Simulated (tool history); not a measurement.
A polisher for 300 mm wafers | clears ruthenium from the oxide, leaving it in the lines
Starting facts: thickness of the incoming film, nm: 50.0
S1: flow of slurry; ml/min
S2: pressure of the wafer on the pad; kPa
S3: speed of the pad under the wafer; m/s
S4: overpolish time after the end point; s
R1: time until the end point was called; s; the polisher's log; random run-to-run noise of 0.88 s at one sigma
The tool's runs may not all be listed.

Run 1, hour 0.0: S1 265 ml/min, S2 9.0 kPa, S3 0.84 m/s, S4 32 s. Result: R1 76.631 s.
Run 2, hour 3.4: S1 265 ml/min, S2 9.0 kPa, S3 0.84 m/s, S4 32 s. Result: R1 76.667 s.
Run 3, hour 8.4: S1 265 ml/min, S2 9.7 kPa, S3 0.84 m/s, S4 32 s. Result: R1 70.520 s.
Run 4, hour 12.9: S1 265 ml/min, S2 10.3 kPa, S3 0.84 m/s, S4 32 s. Result: R1 66.897 s.
Run 5, hour 17.1: S1 265 ml/min, S2 10.3 kPa, S3 0.70 m/s, S4 32 s. Result: R1 79.354 s.
Run 6, hour 18.6: S1 265 ml/min, S2 11.0 kPa, S3 0.70 m/s, S4 32 s. Result: R1 74.727 s.
Run 7, hour 20.9: S1 265 ml/min, S2 11.7 kPa, S3 0.70 m/s, S4 32 s. Result: R1 70.706 s.
Run 8, hour 22.9: S1 265 ml/min, S2 12.4 kPa, S3 0.70 m/s, S4 32 s. Result: R1 67.186 s.

Predict the results of run 9:
Run 9, hour 24.1: S1 265 ml/min, S2 13.1 kPa, S3 0.70 m/s, S4 32 s. Result: R1 ?.

Logged for run 9: R1 63.266 s.
